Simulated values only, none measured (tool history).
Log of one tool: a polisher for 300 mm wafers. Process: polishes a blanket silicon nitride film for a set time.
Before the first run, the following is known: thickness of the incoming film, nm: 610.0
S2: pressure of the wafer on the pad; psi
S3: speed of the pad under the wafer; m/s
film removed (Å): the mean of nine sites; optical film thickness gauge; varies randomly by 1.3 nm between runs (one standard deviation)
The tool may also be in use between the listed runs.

Run 1, day 0.000: flow of slurry (ml/min) 220, S2 2.9 psi, S3 1.02 m/s, polishing time (s) 60. Result: film removed (Å) 891.80.
Run 2, day 0.033: flow of slurry (ml/min) 270, S2 2.9 psi, S3 1.02 m/s, polishing time (s) 60. Result: film removed (Å) 901.32.
Run 3, day 0.196: flow of slurry (ml/min) 270, S2 2.9 psi, S3 1.02 m/s, polishing time (s) 54. Result: film removed (Å) 803.72.
Run 4, day 0.442: flow of slurry (ml/min) 270, S2 3.3 psi, S3 1.02 m/s, polishing time (s) 54. Result: film removed (Å) 933.67.
Run 5, day 0.546: flow of slurry (ml/min) 270, S2 3.0 psi, S3 1.02 m/s, polishing time (s) 54. Result: film removed (Å) 839.82.
Run 6, day 0.775: flow of slurry (ml/min) 270, S2 2.5 psi, S3 1.02 m/s, polishing time (s) 54. Result: film removed (Å) 703.31.
Run 7, day 1.117: flow of slurry (ml/min) 270, S2 3.0 psi, S3 1.04 m/s, polishing time (s) 54. Result: film removed (Å) 880.46.

Estimate the outcome of run 8 from the log above:
Run 8, day 1.342: flow of slurry (ml/min) 270, S2 3.3 psi, S3 1.04 m/s, polishing time (s) 54. Result: film removed (Å) ?.

film removed (Å): 947.28
